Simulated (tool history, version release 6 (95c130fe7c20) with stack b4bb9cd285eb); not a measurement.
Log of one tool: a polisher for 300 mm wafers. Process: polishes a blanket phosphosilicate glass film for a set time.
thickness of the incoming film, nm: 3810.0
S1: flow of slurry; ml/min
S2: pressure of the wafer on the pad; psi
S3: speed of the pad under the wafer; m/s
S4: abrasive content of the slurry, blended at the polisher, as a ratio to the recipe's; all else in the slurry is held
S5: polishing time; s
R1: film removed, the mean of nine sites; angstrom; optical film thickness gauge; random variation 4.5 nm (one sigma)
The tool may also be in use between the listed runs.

Run 1, hour 0: S1 260 ml/min, S2 2.5 psi, S3 0.92 m/s, S4 1, S5 58 s. Result: R1 2688.4 angstrom.
Run 2, hour 1.7: S1 260 ml/min, S2 2.5 psi, S3 1.02 m/s, S4 1, S5 58 s. Result: R1 2934.5 angstrom.
Run 3, hour 3.5: S1 260 ml/min, S2 2.5 psi, S3 1.02 m/s, S4 1, S5 61 s. Result: R1 3045 angstrom.
Run 4, hour 11.4: S1 260 ml/min, S2 2.6 psi, S3 1.02 m/s, S4 1, S5 61 s. Result: R1 3159 angstrom.
Run 5, hour 14.9: S1 260 ml/min, S2 2.6 psi, S3 1.02 m/s, S4 0.9, S5 61 s. Result: R1 2922.2 angstrom.
Run 6, hour 16: S1 260 ml/min, S2 2.9 psi, S3 1.02 m/s, S4 0.9, S5 61 s. Result: R1 3216.8 angstrom.
Run 7, hour 20.7: S1 260 ml/min, S2 2.9 psi, S3 1.02 m/s, S4 0.9, S5 61 s. Result: R1 3236.9 angstrom.
Run 8, hour 23.4: S1 260 ml/min, S2 3 psi, S3 1.02 m/s, S4 0.9, S5 61 s. Result: R1 3301 angstrom.
Run 9, hour 27.8: S1 260 ml/min, S2 3.1 psi, S3 1.02 m/s, S4 0.9, S5 61 s. Result: R1 3369.7 angstrom.
Run 10, hour 29.1: S1 260 ml/min, S2 3.2 psi, S3 1.02 m/s, S4 0.9, S5 61 s. Result: R1 3481.7 angstrom.

Run 11 comes next. What will it give?
Run 11, hour 34.5: S1 260 ml/min, S2 3.3 psi, S3 1.02 m/s, S4 0.9, S5 61 s. Result: R1 ?.

R1: 3528.4 angstrom
